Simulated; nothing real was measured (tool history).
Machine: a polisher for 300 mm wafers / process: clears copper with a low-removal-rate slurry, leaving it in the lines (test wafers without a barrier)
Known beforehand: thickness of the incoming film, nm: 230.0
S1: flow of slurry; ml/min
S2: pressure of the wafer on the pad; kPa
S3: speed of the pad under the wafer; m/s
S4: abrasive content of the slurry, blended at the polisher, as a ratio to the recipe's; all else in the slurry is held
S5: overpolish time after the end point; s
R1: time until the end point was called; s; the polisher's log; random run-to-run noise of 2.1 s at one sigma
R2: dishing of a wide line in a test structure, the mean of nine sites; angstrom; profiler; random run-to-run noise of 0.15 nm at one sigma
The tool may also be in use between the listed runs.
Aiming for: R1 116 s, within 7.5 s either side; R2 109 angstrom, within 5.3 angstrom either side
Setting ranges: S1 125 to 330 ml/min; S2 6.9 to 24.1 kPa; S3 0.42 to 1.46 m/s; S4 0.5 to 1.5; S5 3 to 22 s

run 1 hour=0 | S1=210 S2=15.2 S3=0.94 S4=1 S5=11 | R1=104.47 R2=185.06
run 2 hour=0.7 | S1=210 S2=14.5 S3=0.94 S4=1 S5=9 | R1=107.24 R2=147.21
run 3 hour=5.8 | S1=210 S2=13.8 S3=0.94 S4=1 S5=8 | R1=116.22 R2=124.27
run 4 hour=13.9 | S1=210 S2=13.8 S3=0.94 S4=1 S5=10 | R1=113.87 R2=158.18
run 5 hour=16.1 | S1=210 S2=13.8 S3=0.94 S4=1.1 S5=10 | R1=110.46 R2=159.28
run 6 hour=18.6 | S1=210 S2=13.8 S3=1.16 S4=1.1 S5=10 | R1=92.357 R2=190.69
run 7 hour=24.8 | S1=210 S2=13.1 S3=1.14 S4=1.1 S5=9 | R1=98.081 R2=166.93
run 8 hour=29 | S1=210 S2=12.4 S3=1.12 S4=1.1 S5=8 | R1=102.28 R2=141.01
run 9 hour=31.4 | S1=210 S2=11.7 S3=1.12 S4=1.1 S5=8 | R1=111.23 R2=128.36

Pick the move, out of 4, that brings all results within their allowed miss; only one does.
run A hour=33.8 | S1=200 S2=12.4 S3=1.04 S4=1.25 S5=10 | R1=? R2=?
run B hour=33.8 | S1=205 S2=12.4 S3=1.16 S4=1 S5=7 | R1=? R2=?
run C hour=33.8 | S1=205 S2=13.1 S3=0.96 S4=1.05 S5=7 | R1=? R2=?
run D hour=33.8 | S1=215 S2=13.1 S3=1.02 S4=1.1 S5=10 | R1=? R2=?

move=A R1=112.21 R2=163.1
move=B R1=105.05 R2=125.48
move=C R1=118.77 R2=112.19
move=D R1=110.47 R2=165.64
A: further off than the last run
B: moves toward the targets from the last run without getting all of them in spec
C: in spec on every target
D: further off than the last run
C meets every target.
